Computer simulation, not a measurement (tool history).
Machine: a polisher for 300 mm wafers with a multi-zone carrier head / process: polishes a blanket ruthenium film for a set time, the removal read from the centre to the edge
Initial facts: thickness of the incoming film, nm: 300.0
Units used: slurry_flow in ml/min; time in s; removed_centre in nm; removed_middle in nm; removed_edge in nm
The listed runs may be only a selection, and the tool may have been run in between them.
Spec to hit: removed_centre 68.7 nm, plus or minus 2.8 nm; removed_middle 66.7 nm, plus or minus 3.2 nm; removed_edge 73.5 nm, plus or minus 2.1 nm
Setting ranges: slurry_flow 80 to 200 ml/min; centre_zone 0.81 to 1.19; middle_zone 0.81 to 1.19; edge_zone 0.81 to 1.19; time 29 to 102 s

Run 1, hour 0: slurry_flow 130 ml/min, centre_zone 1, middle_zone 1, edge_zone 1, time 65 s. Result: removed_centre 115.18 nm, removed_middle 119.79 nm, removed_edge 118.35 nm.
Run 2, hour 1.2: slurry_flow 125 ml/min, centre_zone 0.99, middle_zone 0.98, edge_zone 0.99, time 62 s. Result: removed_centre 107.67 nm, removed_middle 111.13 nm, removed_edge 111.18 nm.
Run 3, hour 9.5: slurry_flow 100 ml/min, centre_zone 0.99, middle_zone 0.98, edge_zone 0.99, time 62 s. Result: removed_centre 98.045 nm, removed_middle 104.25 nm, removed_edge 106.72 nm.
Run 4, hour 14.7: slurry_flow 100 ml/min, centre_zone 1.05, middle_zone 0.98, edge_zone 0.99, time 62 s. Result: removed_centre 105.69 nm, removed_middle 105.51 nm, removed_edge 107.69 nm.
Run 5, hour 18: slurry_flow 85 ml/min, centre_zone 1.05, middle_zone 0.98, edge_zone 0.99, time 62 s. Result: removed_centre 97.435 nm, removed_middle 96.104 nm, removed_edge 103.14 nm.
Run 6, hour 24.1: slurry_flow 115 ml/min, centre_zone 1.05, middle_zone 0.98, edge_zone 0.99, time 62 s. Result: removed_centre 109.68 nm, removed_middle 109.69 nm, removed_edge 109.6 nm.
Run 7, hour 28.3: slurry_flow 110 ml/min, centre_zone 1.04, middle_zone 0.96, edge_zone 0.98, time 59 s. Result: removed_centre 103.68 nm, removed_middle 101.88 nm, removed_edge 103.14 nm.
Run 8, hour 32.5: slurry_flow 105 ml/min, centre_zone 1.03, middle_zone 0.95, edge_zone 0.98, time 57 s. Result: removed_centre 95.104 nm, removed_middle 95.647 nm, removed_edge 96.544 nm.
Run 9, hour 35.7: slurry_flow 100 ml/min, centre_zone 1.03, middle_zone 0.93, edge_zone 0.99, time 55 s. Result: removed_centre 89.025 nm, removed_middle 88.085 nm, removed_edge 93.26 nm.
Run 10, hour 38.9: slurry_flow 100 ml/min, centre_zone 1.03, middle_zone 0.92, edge_zone 0.98, time 54 s. Result: removed_centre 88.533 nm, removed_middle 86.282 nm, removed_edge 92.751 nm.
Run 11, hour 44.9: slurry_flow 95 ml/min, centre_zone 0.99, middle_zone 0.88, edge_zone 0.92, time 37 s. Result: removed_centre 57.436 nm, removed_middle 57.073 nm, removed_edge 61.072 nm.
Run 12, hour 52.2: slurry_flow 100 ml/min, centre_zone 0.99, middle_zone 0.88, edge_zone 0.94, time 37 s. Result: removed_centre 59.683 nm, removed_middle 57.839 nm, removed_edge 61.53 nm.
Run 13, hour 55.9: slurry_flow 100 ml/min, centre_zone 0.99, middle_zone 0.88, edge_zone 0.97, time 37 s. Result: removed_centre 58.401 nm, removed_middle 58.032 nm, removed_edge 63.626 nm.
Run 14, hour 58.2: slurry_flow 105 ml/min, centre_zone 0.99, middle_zone 0.88, edge_zone 0.98, time 37 s. Result: removed_centre 60.754 nm, removed_middle 59.36 nm, removed_edge 63.763 nm.
Run 15, hour 63.6: slurry_flow 135 ml/min, centre_zone 0.94, middle_zone 0.86, edge_zone 1.08, time 42 s. Result: removed_centre 69.202 nm, removed_middle 70.131 nm, removed_edge 80.098 nm.
Run 16, hour 65.5: slurry_flow 135 ml/min, centre_zone 0.94, middle_zone 0.86, edge_zone 1.07, time 42 s. Result: removed_centre 69.175 nm, removed_middle 71.605 nm, removed_edge 79.662 nm.
Run 17, hour 66.4: slurry_flow 135 ml/min, centre_zone 0.95, middle_zone 0.86, edge_zone 1.06, time 42 s. Result: removed_centre 71.001 nm, removed_middle 70.267 nm, removed_edge 78.127 nm.

Which of these 5 next moves meets every target?
Run A, hour 67.3: slurry_flow 95 ml/min, centre_zone 0.99, middle_zone 0.81, edge_zone 1.08, time 48 s. Result: removed_centre ?, removed_middle ?, removed_edge ?.
Run B, hour 67.3: slurry_flow 80 ml/min, centre_zone 0.92, middle_zone 1.03, edge_zone 0.96, time 46 s. Result: removed_centre ?, removed_middle ?, removed_edge ?.
Run C, hour 67.3: slurry_flow 150 ml/min, centre_zone 0.98, middle_zone 0.87, edge_zone 1.07, time 38 s. Result: removed_centre ?, removed_middle ?, removed_edge ?.
Run D, hour 67.3: slurry_flow 115 ml/min, centre_zone 0.95, middle_zone 0.85, edge_zone 1.07, time 45 s. Result: removed_centre ?, removed_middle ?, removed_edge ?.
Run E, hour 67.3: slurry_flow 115 ml/min, centre_zone 1.04, middle_zone 0.81, edge_zone 1.12, time 39 s. Result: removed_centre ?, removed_middle ?, removed_edge ?.

move  removed_centre  removed_middle  removed_edge
   A          75.432          70.393        84.401
   B          62.214          73.549        73.002
   C          68.013          65.777        72.314
   D           72.64          72.106        81.933
   E          68.952          60.649        72.695
A: the biggest miss grows against the last run
B: gets the furthest-off result to its target, but another result is out of tolerance
C: meets every target
D: the biggest miss grows against the last run
E: gets the furthest-off result to its target, but another result is out of tolerance
C meets every target.
